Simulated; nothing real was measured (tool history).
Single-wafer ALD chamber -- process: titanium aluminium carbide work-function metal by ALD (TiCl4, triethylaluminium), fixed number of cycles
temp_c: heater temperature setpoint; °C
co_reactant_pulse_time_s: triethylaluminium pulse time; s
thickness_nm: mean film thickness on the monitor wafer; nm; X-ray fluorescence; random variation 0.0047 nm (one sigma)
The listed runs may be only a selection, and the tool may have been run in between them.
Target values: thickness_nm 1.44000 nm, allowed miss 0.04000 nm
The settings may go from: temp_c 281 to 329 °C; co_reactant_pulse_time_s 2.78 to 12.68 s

run    day  temp_c  co_reactant_pulse_time_s  thickness_nm
  1  0.000     305                      7.73       1.92070
  2  0.054     300                      6.61       1.78490
  3  0.271     300                      5.25       1.55910
  4  0.388     291                      5.25       1.50530
  5  0.433     295                      5.25       1.53770
  6  0.612     295                      3.27       0.80963
  7  0.654     292                      3.66       0.99550
  8  0.946     290                      3.98       1.12010
  9  1.312     288                      4.16       1.18470
 10  1.567     287                      4.30       1.22600
 11  1.800     286                      4.42       1.25560
 12  1.962     285                      4.54       1.29440
 13  2.246     290                      7.01       1.75810
 14  2.571     289                      6.69       1.71800
 15  2.908     289                      6.42       1.68150
 16  3.183     289                      6.20       1.65410
 17  3.483     289                      6.01       1.63020
 18  3.746     281                      3.54       0.90077

Consider the 4 candidate settings below. Which is the only one whose results all fall within their allowed miss of target?
  A  4.008     281                      4.89             ?
  B  4.008     286                      5.04             ?
  C  4.008     282                      5.47             ?
  D  4.008     284                      5.46             ?

move  thickness_nm
   A       1.36590
   B       1.42980
   C       1.49610
   D       1.50630
A: closer than the last run, but not yet in spec
B: every result within its allowed miss
C: takes the biggest miss from the last run beyond its target
D: takes the biggest miss from the last run beyond its target
B is the move that brings every result within its allowed miss.
